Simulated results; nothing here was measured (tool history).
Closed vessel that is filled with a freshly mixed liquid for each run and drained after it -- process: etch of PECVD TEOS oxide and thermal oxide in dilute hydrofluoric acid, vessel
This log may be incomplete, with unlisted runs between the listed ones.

| run | hour | temperature setpoint of the liquid (C) | parts of water to one part of 49 % hydrofluoric acid (parts by volume) | time in the liquid (s) | thickness taken off the PECVD TEOS oxide on a monitor wafer (nm) | thickness taken off the thermal oxide on a monitor wafer (nm) |
|---|---|---|---|---|---|---|
| 1 | 0.0 | 24.0 | 50 | 60 | 14.961 | 6.0344 |
| 2 | 5.1 | 22.0 | 50 | 60 | 13.645 | 5.5234 |
| 3 | 13.7 | 20.5 | 50 | 60 | 12.821 | 5.2124 |
| 4 | 18.9 | 19.5 | 50 | 60 | 12.196 | 4.9910 |
| 5 | 24.2 | 19.0 | 50 | 60 | 12.020 | 4.8889 |
| 6 | 29.7 | 19.0 | 50 | 75 | 14.930 | 6.0953 |

Estimate the outcome of run 7 from the log above:
| 7 | 37.8 | 18.5 | 55 | 75 | ? | ? |

thickness taken off the PECVD TEOS oxide on a monitor wafer (nm): 13.400
thickness taken off the thermal oxide on a monitor wafer (nm): 5.3699
